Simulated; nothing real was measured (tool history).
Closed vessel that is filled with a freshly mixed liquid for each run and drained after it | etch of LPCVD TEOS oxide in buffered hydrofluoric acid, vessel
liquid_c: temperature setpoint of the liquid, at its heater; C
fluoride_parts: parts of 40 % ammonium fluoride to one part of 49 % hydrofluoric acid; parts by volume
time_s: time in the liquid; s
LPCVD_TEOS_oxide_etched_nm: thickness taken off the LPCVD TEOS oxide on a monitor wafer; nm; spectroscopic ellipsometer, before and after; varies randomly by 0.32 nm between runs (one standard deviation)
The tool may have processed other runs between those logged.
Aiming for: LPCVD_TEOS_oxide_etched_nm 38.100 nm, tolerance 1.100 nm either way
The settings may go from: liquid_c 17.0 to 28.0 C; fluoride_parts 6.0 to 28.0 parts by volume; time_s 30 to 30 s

Run 1, hour 0.0: liquid_c 20.0 C, fluoride_parts 17.0 parts by volume, time_s 30 s. Result: LPCVD_TEOS_oxide_etched_nm 29.984 nm.
Run 2, hour 2.0: liquid_c 20.0 C, fluoride_parts 12.5 parts by volume, time_s 30 s. Result: LPCVD_TEOS_oxide_etched_nm 40.227 nm.
Run 3, hour 5.0: liquid_c 20.0 C, fluoride_parts 12.5 parts by volume, time_s 30 s. Result: LPCVD_TEOS_oxide_etched_nm 39.685 nm.
Run 4, hour 12.8: liquid_c 20.0 C, fluoride_parts 10.0 parts by volume, time_s 30 s. Result: LPCVD_TEOS_oxide_etched_nm 49.669 nm.
Run 5, hour 17.7: liquid_c 20.0 C, fluoride_parts 12.0 parts by volume, time_s 30 s. Result: LPCVD_TEOS_oxide_etched_nm 41.808 nm.
Run 6, hour 25.0: liquid_c 20.0 C, fluoride_parts 8.5 parts by volume, time_s 30 s. Result: LPCVD_TEOS_oxide_etched_nm 56.762 nm.
Run 7, hour 34.3: liquid_c 19.0 C, fluoride_parts 9.5 parts by volume, time_s 30 s. Result: LPCVD_TEOS_oxide_etched_nm 48.728 nm.
Run 8, hour 38.1: liquid_c 18.5 C, fluoride_parts 10.0 parts by volume, time_s 30 s. Result: LPCVD_TEOS_oxide_etched_nm 45.868 nm.
Run 9, hour 41.5: liquid_c 18.0 C, fluoride_parts 10.5 parts by volume, time_s 30 s. Result: LPCVD_TEOS_oxide_etched_nm 41.727 nm.

Pick the move, out of 4, that brings all results within their allowed miss; only one does.
Run A, hour 44.9: liquid_c 17.0 C, fluoride_parts 12.0 parts by volume, time_s 30 s. Result: LPCVD_TEOS_oxide_etched_nm ?.
Run B, hour 44.9: liquid_c 19.0 C, fluoride_parts 12.5 parts by volume, time_s 30 s. Result: LPCVD_TEOS_oxide_etched_nm ?.
Run C, hour 44.9: liquid_c 18.0 C, fluoride_parts 10.0 parts by volume, time_s 30 s. Result: LPCVD_TEOS_oxide_etched_nm ?.
Run D, hour 44.9: liquid_c 17.0 C, fluoride_parts 10.5 parts by volume, time_s 30 s. Result: LPCVD_TEOS_oxide_etched_nm ?.

move  LPCVD_TEOS_oxide_etched_nm
   A                      34.735
   B                      37.387
   C                      43.932
   D                      39.574
A: carries the result that was furthest off beyond its target, to the other side
B: in spec on every target
C: the biggest miss grows against the last run
D: closes in on the targets versus the last run, not all within tolerance yet
Correct choice: B, which meets every target
